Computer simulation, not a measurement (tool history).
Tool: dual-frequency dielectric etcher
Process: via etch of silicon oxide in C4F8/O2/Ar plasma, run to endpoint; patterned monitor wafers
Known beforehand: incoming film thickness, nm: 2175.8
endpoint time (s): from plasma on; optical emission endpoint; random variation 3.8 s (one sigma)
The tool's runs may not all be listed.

run 1 day=0 | source_power_(kW)=1.81 bias_power_(kW)=2.64 | endpoint_time_(s)=439.72
run 2 day=0.125 | source_power_(kW)=1.81 bias_power_(kW)=2.893 | endpoint_time_(s)=420.85
run 3 day=0.404 | source_power_(kW)=1.81 bias_power_(kW)=2.61 | endpoint_time_(s)=432.05
run 4 day=0.558 | source_power_(kW)=1.68 bias_power_(kW)=2.516 | endpoint_time_(s)=459.55
run 5 day=0.804 | source_power_(kW)=1.61 bias_power_(kW)=2.487 | endpoint_time_(s)=468.36
run 6 day=1.029 | source_power_(kW)=1.61 bias_power_(kW)=2.676 | endpoint_time_(s)=460.48
run 7 day=1.258 | source_power_(kW)=1.54 bias_power_(kW)=2.649 | endpoint_time_(s)=474.57
run 8 day=1.35 | source_power_(kW)=1.22 bias_power_(kW)=2.515 | endpoint_time_(s)=531.28
run 9 day=1.633 | source_power_(kW)=1.22 bias_power_(kW)=2.515 | endpoint_time_(s)=538.89
run 10 day=1.704 | source_power_(kW)=1.4 bias_power_(kW)=2.613 | endpoint_time_(s)=498.46
run 11 day=1.842 | source_power_(kW)=1.38 bias_power_(kW)=2.606 | endpoint_time_(s)=499.25

What will run 12 give?
run 12 day=1.875 | source_power_(kW)=1.36 bias_power_(kW)=2.599 | endpoint_time_(s)=?

endpoint time (s): 496.41
